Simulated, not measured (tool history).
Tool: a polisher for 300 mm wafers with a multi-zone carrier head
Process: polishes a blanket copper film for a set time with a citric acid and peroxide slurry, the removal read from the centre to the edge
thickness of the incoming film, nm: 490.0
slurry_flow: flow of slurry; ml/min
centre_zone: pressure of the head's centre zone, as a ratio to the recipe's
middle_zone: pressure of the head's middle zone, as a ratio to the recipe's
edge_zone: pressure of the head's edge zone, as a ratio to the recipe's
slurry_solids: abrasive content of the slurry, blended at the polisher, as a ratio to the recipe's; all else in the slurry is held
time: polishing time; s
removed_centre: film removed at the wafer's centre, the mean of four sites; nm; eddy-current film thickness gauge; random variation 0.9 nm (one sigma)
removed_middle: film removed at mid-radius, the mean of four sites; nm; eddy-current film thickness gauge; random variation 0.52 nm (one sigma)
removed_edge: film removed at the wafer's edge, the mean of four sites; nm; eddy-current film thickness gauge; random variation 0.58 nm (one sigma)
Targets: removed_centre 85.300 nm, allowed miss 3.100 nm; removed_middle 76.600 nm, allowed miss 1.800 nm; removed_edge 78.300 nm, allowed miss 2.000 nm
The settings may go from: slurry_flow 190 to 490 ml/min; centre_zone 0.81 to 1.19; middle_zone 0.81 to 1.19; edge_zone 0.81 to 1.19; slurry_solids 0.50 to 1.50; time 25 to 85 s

| run | hour | slurry_flow | centre_zone | middle_zone | edge_zone | slurry_solids | time | removed_centre | removed_middle | removed_edge |
|---|---|---|---|---|---|---|---|---|---|---|
| 1 | 0.0 | 315 | 1.00 | 1.00 | 1.00 | 1.00 | 55 | 142.390 | 135.840 | 137.180 |
| 2 | 0.6 | 315 | 1.00 | 0.97 | 1.00 | 1.00 | 55 | 139.160 | 133.810 | 139.530 |
| 3 | 9.1 | 310 | 1.01 | 0.96 | 0.98 | 0.90 | 51 | 128.060 | 118.560 | 125.100 |
| 4 | 15.3 | 310 | 1.01 | 0.96 | 0.98 | 0.75 | 51 | 124.290 | 116.510 | 120.870 |
| 5 | 16.5 | 310 | 0.95 | 0.96 | 0.98 | 0.75 | 51 | 120.920 | 116.540 | 121.220 |
| 6 | 22.4 | 310 | 0.95 | 1.02 | 0.98 | 0.75 | 51 | 118.250 | 121.130 | 119.190 |
| 7 | 25.7 | 305 | 0.96 | 1.00 | 0.96 | 0.70 | 48 | 111.820 | 111.260 | 112.390 |
| 8 | 31.8 | 310 | 0.98 | 1.00 | 0.94 | 0.65 | 45 | 105.670 | 104.540 | 102.830 |
| 9 | 36.4 | 310 | 0.99 | 0.98 | 0.92 | 0.60 | 43 | 100.890 | 96.357 | 96.360 |
| 10 | 39.7 | 310 | 0.99 | 0.97 | 0.90 | 0.60 | 42 | 98.115 | 92.696 | 92.894 |
| 11 | 46.2 | 310 | 0.99 | 0.96 | 0.89 | 0.60 | 41 | 96.709 | 89.280 | 90.184 |
| 12 | 52.0 | 310 | 0.98 | 0.95 | 0.88 | 0.60 | 40 | 92.807 | 87.669 | 88.812 |
| 13 | 57.1 | 305 | 0.98 | 0.94 | 0.87 | 0.60 | 39 | 89.252 | 83.682 | 83.348 |
| 14 | 59.6 | 290 | 0.98 | 0.93 | 0.87 | 0.60 | 39 | 90.820 | 83.056 | 84.543 |
| 15 | 63.9 | 285 | 0.97 | 0.92 | 0.86 | 0.60 | 39 | 89.015 | 82.193 | 84.667 |
| 16 | 71.4 | 270 | 0.99 | 0.90 | 0.81 | 0.50 | 37 | 83.854 | 74.081 | 75.560 |
| 17 | 73.1 | 275 | 0.99 | 0.90 | 0.82 | 0.50 | 37 | 83.499 | 74.329 | 76.220 |
| 18 | 76.9 | 280 | 0.99 | 0.90 | 0.82 | 0.50 | 37 | 82.651 | 73.636 | 75.784 |
| 19 | 78.1 | 280 | 0.99 | 0.90 | 0.83 | 0.50 | 37 | 83.389 | 75.159 | 76.225 |
| 20 | 82.1 | 280 | 0.99 | 0.90 | 0.84 | 0.50 | 37 | 83.289 | 73.703 | 76.917 |
| 21 | 90.8 | 280 | 0.99 | 0.90 | 0.84 | 0.50 | 37 | 83.761 | 74.035 | 77.312 |
| 22 | 97.5 | 285 | 0.99 | 0.90 | 0.84 | 0.50 | 37 | 85.009 | 73.900 | 77.293 |

Which of these 4 next moves meets every target?
| A | 104.2 | 230 | 1.04 | 0.82 | 0.81 | 0.50 | 38 | ? | ? | ? |
| B | 104.2 | 190 | 1.01 | 0.91 | 0.83 | 0.50 | 39 | ? | ? | ? |
| C | 104.2 | 240 | 1.00 | 0.83 | 0.85 | 0.55 | 41 | ? | ? | ? |
| D | 104.2 | 305 | 0.97 | 0.95 | 0.81 | 0.55 | 38 | ? | ? | ? |

| move | removed_centre | removed_middle | removed_edge |
|---|---|---|---|
| A | 88.390 | 69.435 | 76.835 |
| B | 85.957 | 75.926 | 78.277 |
| C | 93.346 | 77.012 | 86.069 |
| D | 86.152 | 81.712 | 79.360 |
A: further off than the last run
B: meets every target
C: brings the result that was furthest off to its target, and leaves another outside
D: takes the result that was furthest off past its target
The right move is B.
